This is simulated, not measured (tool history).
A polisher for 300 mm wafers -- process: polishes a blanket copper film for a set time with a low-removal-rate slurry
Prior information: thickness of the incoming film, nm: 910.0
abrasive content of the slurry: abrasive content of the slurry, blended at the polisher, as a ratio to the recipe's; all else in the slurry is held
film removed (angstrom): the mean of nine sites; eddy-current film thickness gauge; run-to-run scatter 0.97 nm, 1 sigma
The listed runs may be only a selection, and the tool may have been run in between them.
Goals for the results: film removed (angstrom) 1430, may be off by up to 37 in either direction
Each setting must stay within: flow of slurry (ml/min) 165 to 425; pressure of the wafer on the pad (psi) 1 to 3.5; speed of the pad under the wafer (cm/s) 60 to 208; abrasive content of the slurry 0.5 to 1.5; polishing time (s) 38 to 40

| run | hour | flow of slurry (ml/min) | pressure of the wafer on the pad (psi) | speed of the pad under the wafer (cm/s) | abrasive content of the slurry | polishing time (s) | film removed (angstrom) |
|---|---|---|---|---|---|---|---|
| 1 | 0 | 275 | 2.2 | 134 | 1 | 38 | 1166.7 |
| 2 | 5.6 | 275 | 2.2 | 134 | 0.85 | 38 | 1130.4 |
| 3 | 8.5 | 275 | 2.2 | 102 | 0.85 | 38 | 861.6 |
| 4 | 16.1 | 275 | 2.2 | 102 | 0.85 | 38 | 875.67 |
| 5 | 19.8 | 275 | 2.2 | 134 | 0.85 | 38 | 1126.7 |
| 6 | 27.1 | 275 | 2.2 | 134 | 1.05 | 38 | 1183.6 |
| 7 | 29 | 275 | 2.3 | 134 | 1.05 | 38 | 1235 |
| 8 | 34.7 | 275 | 2.4 | 134 | 1.05 | 38 | 1268.9 |
| 9 | 42 | 275 | 2.4 | 134 | 1.05 | 38 | 1283.2 |
| 10 | 46 | 280 | 2.5 | 134 | 1.05 | 38 | 1320.9 |

Pick the move, out of 4, that brings all results within their allowed miss; only one does.
| A | 50 | 280 | 2.6 | 118 | 0.95 | 39 | ? |
| B | 50 | 315 | 2.4 | 138 | 1.2 | 38 | ? |
| C | 50 | 295 | 2.2 | 142 | 1.1 | 38 | ? |
| D | 50 | 355 | 2.6 | 144 | 0.85 | 38 | ? |

| move | film removed (angstrom) |
|---|---|
| A | 1231.8 |
| B | 1369.2 |
| C | 1274.3 |
| D | 1440.5 |
A: moves away from the targets compared with the last run
B: closer than the last run, but not yet in spec
C: moves away from the targets compared with the last run
D: each result inside its tolerance
Correct choice: D, which meets every target

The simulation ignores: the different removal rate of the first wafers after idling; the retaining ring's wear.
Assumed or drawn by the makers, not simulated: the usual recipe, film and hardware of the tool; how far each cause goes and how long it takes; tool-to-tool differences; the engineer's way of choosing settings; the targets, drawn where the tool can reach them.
